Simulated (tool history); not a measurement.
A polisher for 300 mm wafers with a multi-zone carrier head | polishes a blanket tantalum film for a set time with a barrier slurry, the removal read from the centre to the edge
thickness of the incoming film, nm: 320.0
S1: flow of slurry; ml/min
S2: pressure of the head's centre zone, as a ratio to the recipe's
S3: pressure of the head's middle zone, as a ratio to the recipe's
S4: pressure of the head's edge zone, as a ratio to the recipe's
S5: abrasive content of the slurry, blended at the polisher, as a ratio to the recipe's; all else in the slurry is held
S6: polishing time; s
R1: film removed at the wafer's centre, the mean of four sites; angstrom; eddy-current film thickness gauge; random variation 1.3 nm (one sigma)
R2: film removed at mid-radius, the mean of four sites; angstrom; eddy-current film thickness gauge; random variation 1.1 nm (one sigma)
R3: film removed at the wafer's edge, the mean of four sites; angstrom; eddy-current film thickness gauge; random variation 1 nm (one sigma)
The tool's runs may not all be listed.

| run | hour | S1 | S2 | S3 | S4 | S5 | S6 | R1 | R2 | R3 |
|---|---|---|---|---|---|---|---|---|---|---|
| 1 | 0 | 130 | 1 | 1 | 1 | 1 | 52 | 825.43 | 831.84 | 853.13 |
| 2 | 7.6 | 130 | 1 | 0.95 | 1 | 1 | 52 | 836.48 | 795.63 | 842.01 |
| 3 | 11 | 130 | 1 | 0.95 | 0.93 | 1 | 52 | 827.04 | 802.93 | 813.25 |
| 4 | 12.2 | 145 | 1.03 | 1 | 0.93 | 1.1 | 52 | 905.85 | 876.3 | 835.32 |
| 5 | 19.5 | 145 | 1.03 | 1.03 | 0.93 | 1.1 | 52 | 891.46 | 908.68 | 839.57 |
| 6 | 22.5 | 170 | 1.03 | 1.03 | 0.93 | 1.1 | 52 | 914.97 | 914.49 | 844.65 |

Forecast run 7:
| 7 | 24.6 | 170 | 1.03 | 1.03 | 0.93 | 1.1 | 52 | ? | ? | ? |

{"run 7": {"R1": 910.4, "R2": 934.31, "R3": 868.41}}

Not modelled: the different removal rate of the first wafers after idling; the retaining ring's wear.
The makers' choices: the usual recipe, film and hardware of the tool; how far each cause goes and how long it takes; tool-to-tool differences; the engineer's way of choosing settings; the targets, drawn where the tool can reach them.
